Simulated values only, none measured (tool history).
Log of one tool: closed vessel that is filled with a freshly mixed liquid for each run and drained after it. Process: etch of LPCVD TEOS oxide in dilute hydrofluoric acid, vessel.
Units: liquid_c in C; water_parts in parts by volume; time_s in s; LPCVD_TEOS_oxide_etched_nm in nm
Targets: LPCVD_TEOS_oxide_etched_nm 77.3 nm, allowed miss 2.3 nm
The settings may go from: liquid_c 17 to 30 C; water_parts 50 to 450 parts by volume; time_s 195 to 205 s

{"run": 1, "hour": 0.0, "liquid_c": 22, "water_parts": 250, "time_s": 195, "LPCVD_TEOS_oxide_etched_nm": 33.967}
{"run": 2, "hour": 6.8, "liquid_c": 20, "water_parts": 250, "time_s": 195, "LPCVD_TEOS_oxide_etched_nm": 31.722}
{"run": 3, "hour": 8.4, "liquid_c": 23, "water_parts": 210, "time_s": 195, "LPCVD_TEOS_oxide_etched_nm": 44.069}
{"run": 4, "hour": 14.9, "liquid_c": 23, "water_parts": 210, "time_s": 205, "LPCVD_TEOS_oxide_etched_nm": 46.066}
{"run": 5, "hour": 17.1, "liquid_c": 23, "water_parts": 210, "time_s": 195, "LPCVD_TEOS_oxide_etched_nm": 43.628}
{"run": 6, "hour": 18.6, "liquid_c": 23, "water_parts": 210, "time_s": 195, "LPCVD_TEOS_oxide_etched_nm": 43.269}
{"run": 7, "hour": 21.1, "liquid_c": 25, "water_parts": 185, "time_s": 195, "LPCVD_TEOS_oxide_etched_nm": 55.46}
{"run": 8, "hour": 27.0, "liquid_c": 26.5, "water_parts": 180, "time_s": 195, "LPCVD_TEOS_oxide_etched_nm": 59.535}
{"run": 9, "hour": 31.7, "liquid_c": 27.5, "water_parts": 170, "time_s": 195, "LPCVD_TEOS_oxide_etched_nm": 66.777}
{"run": 10, "hour": 40.1, "liquid_c": 28.5, "water_parts": 170, "time_s": 195, "LPCVD_TEOS_oxide_etched_nm": 68.617}

4 next moves are on the table. One of them brings every result within its allowed miss. Which?
{"run": "A", "hour": 48.5, "liquid_c": 28.5, "water_parts": 155, "time_s": 205, "LPCVD_TEOS_oxide_etched_nm": "?"}
{"run": "B", "hour": 48.5, "liquid_c": 26, "water_parts": 150, "time_s": 205, "LPCVD_TEOS_oxide_etched_nm": "?"}
{"run": "C", "hour": 48.5, "liquid_c": 25.5, "water_parts": 135, "time_s": 200, "LPCVD_TEOS_oxide_etched_nm": "?"}
{"run": "D", "hour": 48.5, "liquid_c": 27.5, "water_parts": 175, "time_s": 195, "LPCVD_TEOS_oxide_etched_nm": "?"}

move=A LPCVD_TEOS_oxide_etched_nm=82.02
move=B LPCVD_TEOS_oxide_etched_nm=77.759
move=C LPCVD_TEOS_oxide_etched_nm=84.22
move=D LPCVD_TEOS_oxide_etched_nm=65.024
A: takes the result that was furthest off past its target
B: meets every target
C: takes the result that was furthest off past its target
D: further off than the last run
The right move is B.
